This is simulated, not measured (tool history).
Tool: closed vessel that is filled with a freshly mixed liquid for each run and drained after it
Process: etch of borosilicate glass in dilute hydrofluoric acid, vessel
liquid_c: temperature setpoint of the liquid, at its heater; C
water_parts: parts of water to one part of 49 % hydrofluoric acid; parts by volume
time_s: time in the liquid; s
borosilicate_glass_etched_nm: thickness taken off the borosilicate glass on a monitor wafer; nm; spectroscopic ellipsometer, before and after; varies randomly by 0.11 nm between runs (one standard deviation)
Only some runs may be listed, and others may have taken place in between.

run	hour	liquid_c	water_parts	time_s	borosilicate_glass_etched_nm
1	0	26	185	170	16.384
2	8.8	26	185	170	16.18
3	10.5	24	185	170	14.815
4	18.9	23.5	185	170	14.763
5	23.4	25.5	185	170	16.239
6	28.6	25.5	160	170	18.981
7	31.9	24	165	170	17.343
8	37.7	23	165	170	16.835

Run 9, settings as shown, results not yet in. Your forecast:
9	46.5	22	170	170	?

Run 9 came out at borosilicate_glass_etched_nm 15.467 nm.
